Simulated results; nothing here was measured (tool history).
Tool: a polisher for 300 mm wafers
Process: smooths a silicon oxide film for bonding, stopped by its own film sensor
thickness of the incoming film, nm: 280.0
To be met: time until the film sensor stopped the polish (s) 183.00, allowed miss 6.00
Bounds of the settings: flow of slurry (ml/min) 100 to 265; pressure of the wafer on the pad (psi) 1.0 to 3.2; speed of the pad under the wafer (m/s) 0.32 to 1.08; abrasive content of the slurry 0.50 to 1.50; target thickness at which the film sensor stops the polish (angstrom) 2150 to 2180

run,hour,flow of slurry (ml/min),pressure of the wafer on the pad (psi),speed of the pad under the wafer (m/s),abrasive content of the slurry,target thickness at which the film sensor stops the polish (angstrom),time until the film sensor stopped the polish (s)
1,0.0,170,2.1,0.70,1.00,2180,148.12
2,7.3,170,2.1,0.86,1.00,2180,133.60
3,10.9,210,2.1,0.86,1.00,2180,129.64
4,18.4,210,2.1,0.86,0.90,2180,134.14
5,21.5,210,2.0,0.86,0.90,2180,143.44
6,23.3,210,1.9,0.86,0.90,2180,149.33
7,30.7,210,1.8,0.86,0.90,2180,157.05
8,37.3,210,1.6,0.86,0.90,2180,173.62
9,39.2,210,1.6,0.86,0.90,2180,176.27

5 next moves are on the table. One of them brings every result within its allowed miss. Which?
A,41.1,220,1.6,0.86,0.90,2160,?
B,41.1,200,2.1,0.90,0.55,2180,?
C,41.1,215,1.4,1.04,1.00,2180,?
D,41.1,260,1.6,0.94,1.00,2150,?
E,41.1,245,1.9,1.04,0.60,2150,?

move,time until the film sensor stopped the polish (s)
A,179.30
B,164.29
C,169.75
D,162.84
E,163.69
A: meets every target
B: further off than the last run
C: further off than the last run
D: further off than the last run
E: further off than the last run
Answer: A

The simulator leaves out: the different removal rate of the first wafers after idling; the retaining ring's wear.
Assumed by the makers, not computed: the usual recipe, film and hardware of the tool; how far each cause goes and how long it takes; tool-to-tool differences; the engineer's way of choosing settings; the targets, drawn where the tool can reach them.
